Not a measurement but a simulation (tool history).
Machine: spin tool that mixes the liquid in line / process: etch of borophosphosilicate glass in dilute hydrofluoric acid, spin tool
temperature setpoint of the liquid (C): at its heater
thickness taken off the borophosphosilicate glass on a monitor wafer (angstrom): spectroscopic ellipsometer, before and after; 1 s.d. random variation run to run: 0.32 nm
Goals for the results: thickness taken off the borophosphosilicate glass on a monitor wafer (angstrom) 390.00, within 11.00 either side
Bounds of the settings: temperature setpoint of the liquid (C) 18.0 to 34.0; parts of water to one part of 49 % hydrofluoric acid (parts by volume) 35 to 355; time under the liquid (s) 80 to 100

run    day  temperature setpoint of the liquid (C)  parts of water to one part of 49 % hydrofluoric acid (parts by volume)  time under the liquid (s)  thickness taken off the borophosphosilicate glass on a monitor wafer (angstrom)
  1  0.000                                    26.0                                                                     195                        100                                                                           262.54
  2  0.088                                    26.0                                                                     195                         80                                                                           209.92
  3  0.146                                    27.0                                                                     190                         80                                                                           223.84
  4  0.433                                    27.5                                                                     180                         80                                                                           247.63
  5  0.504                                    27.5                                                                     180                        100                                                                           310.76
  6  0.712                                    25.5                                                                     180                        100                                                                           285.51
  7  0.817                                    29.5                                                                     175                        100                                                                           336.52
  8  1.142                                    30.0                                                                     175                        100                                                                           344.90

4 candidate next runs follow, results not yet known. Just one meets every target within its allowed miss. Identify it.
  A  1.467                                    31.0                                                                     155                        100                                                                                ?
  B  1.467                                    29.5                                                                     150                        100                                                                                ?
  C  1.467                                    28.0                                                                     150                        100                                                                                ?
  D  1.467                                    26.5                                                                     135                        100                                                                                ?

move  thickness taken off the borophosphosilicate glass on a monitor wafer (angstrom)
   A                                                                           416.34
   B                                                                           410.42
   C                                                                           388.60
   D                                                                           416.04
A: carries the result that was furthest off beyond its target, to the other side
B: carries the result that was furthest off beyond its target, to the other side
C: every result within its allowed miss
D: carries the result that was furthest off beyond its target, to the other side
The move that meets every target is C.
